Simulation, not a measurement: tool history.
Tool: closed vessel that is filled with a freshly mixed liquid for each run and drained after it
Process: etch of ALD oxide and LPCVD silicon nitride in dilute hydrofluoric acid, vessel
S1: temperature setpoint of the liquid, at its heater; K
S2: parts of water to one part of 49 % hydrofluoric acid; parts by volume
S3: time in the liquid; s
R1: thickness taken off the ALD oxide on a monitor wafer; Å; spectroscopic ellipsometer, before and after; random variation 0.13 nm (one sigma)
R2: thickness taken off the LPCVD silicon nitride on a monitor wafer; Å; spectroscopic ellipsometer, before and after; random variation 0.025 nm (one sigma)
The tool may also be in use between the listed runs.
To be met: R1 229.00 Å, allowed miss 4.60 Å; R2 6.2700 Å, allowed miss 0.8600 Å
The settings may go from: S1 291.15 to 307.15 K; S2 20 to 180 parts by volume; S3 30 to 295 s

run	hour	S1	S2	S3	R1	R2
1	0.0	299.15	100	150	329.19	9.5733
2	4.5	298.65	100	150	324.04	9.0313
3	10.5	298.15	100	150	315.38	8.9201
4	14.8	297.65	100	150	314.32	8.0024
5	19.6	297.65	105	150	295.48	7.9501
6	21.6	300.65	105	150	333.75	9.6478
7	22.7	300.15	105	150	321.61	9.1939
8	23.7	299.65	105	150	318.43	9.4056
9	25.8	299.15	105	150	309.20	9.4467
10	33.9	298.65	105	150	307.05	8.7638
11	43.1	298.15	105	150	299.41	7.9906
12	44.1	297.15	115	150	261.72	7.3131
13	45.9	293.15	115	150	221.68	4.9925

Which of these 5 next moves meets every target?
A	47.7	297.15	145	165	?	?
B	47.7	297.65	135	150	?	?
C	47.7	291.15	120	165	?	?
D	47.7	296.15	135	165	?	?
E	47.7	295.15	100	115	?	?

move	R1	R2
A	218.97	6.2385
B	220.50	6.2871
C	214.09	5.0323
D	228.87	6.2728
E	215.50	5.4963
A: further off than the last run
B: further off than the last run
C: further off than the last run
D: meets every target
E: further off than the last run
Move D is the one to make.
